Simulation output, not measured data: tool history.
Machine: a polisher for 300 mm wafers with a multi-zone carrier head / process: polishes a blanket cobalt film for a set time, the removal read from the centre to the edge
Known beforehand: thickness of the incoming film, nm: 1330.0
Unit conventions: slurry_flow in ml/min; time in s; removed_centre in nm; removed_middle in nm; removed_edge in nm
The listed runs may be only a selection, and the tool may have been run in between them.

run 1 day=0 | slurry_flow=285 centre_zone=1 middle_zone=1 edge_zone=1 time=37 | removed_centre=204.44 removed_middle=202.99 removed_edge=211.65
run 2 day=0.15 | slurry_flow=285 centre_zone=1.01 middle_zone=1 edge_zone=0.97 time=36 | removed_centre=201.15 removed_middle=192.25 removed_edge=200.66
run 3 day=0.271 | slurry_flow=285 centre_zone=1.01 middle_zone=1 edge_zone=1.02 time=36 | removed_centre=203.04 removed_middle=193.5 removed_edge=202.9
run 4 day=0.646 | slurry_flow=285 centre_zone=1.09 middle_zone=1 edge_zone=1.02 time=36 | removed_centre=218.63 removed_middle=193.87 removed_edge=202.17
run 5 day=0.912 | slurry_flow=285 centre_zone=1.09 middle_zone=1 edge_zone=1.07 time=36 | removed_centre=214.07 removed_middle=196.01 removed_edge=211.65
run 6 day=1.212 | slurry_flow=285 centre_zone=1.09 middle_zone=1.08 edge_zone=1.07 time=36 | removed_centre=217.25 removed_middle=207.82 removed_edge=212.3

Run 7 is up next; what results do you expect?
run 7 day=1.35 | slurry_flow=285 centre_zone=1.07 middle_zone=1.06 edge_zone=1.03 time=35 | removed_centre=? removed_middle=? removed_edge=?

removed_centre: 207.34 nm
removed_middle: 201.62 nm
removed_edge: 202.3 nm

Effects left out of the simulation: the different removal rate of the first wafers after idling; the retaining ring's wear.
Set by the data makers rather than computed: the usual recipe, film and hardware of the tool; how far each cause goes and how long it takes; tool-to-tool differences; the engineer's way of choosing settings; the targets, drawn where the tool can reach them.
